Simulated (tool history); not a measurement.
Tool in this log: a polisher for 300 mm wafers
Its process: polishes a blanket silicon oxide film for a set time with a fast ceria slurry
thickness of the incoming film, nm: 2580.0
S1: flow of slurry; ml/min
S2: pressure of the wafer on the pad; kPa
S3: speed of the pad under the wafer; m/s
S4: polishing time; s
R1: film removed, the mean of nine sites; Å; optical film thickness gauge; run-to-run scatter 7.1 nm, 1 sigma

| run | hour | S1 | S2 | S3 | S4 | R1 |
|---|---|---|---|---|---|---|
| 1 | 0.0 | 275 | 11.0 | 1.08 | 125 | 10146.0 |
| 2 | 7.3 | 275 | 11.0 | 1.08 | 131 | 10887.0 |
| 3 | 8.3 | 275 | 12.4 | 1.08 | 131 | 12006.0 |
| 4 | 14.1 | 275 | 11.0 | 1.06 | 131 | 10661.0 |
| 5 | 19.9 | 275 | 11.0 | 0.84 | 131 | 8353.3 |
| 6 | 20.9 | 275 | 11.0 | 0.84 | 125 | 8051.5 |
| 7 | 23.8 | 275 | 10.3 | 0.84 | 125 | 7668.4 |
| 8 | 30.7 | 275 | 9.7 | 0.84 | 125 | 7356.7 |

For run 9, what comes out?
| 9 | 31.8 | 275 | 9.0 | 0.84 | 125 | ? |

Logged for run 9: R1 6687.6 Å.
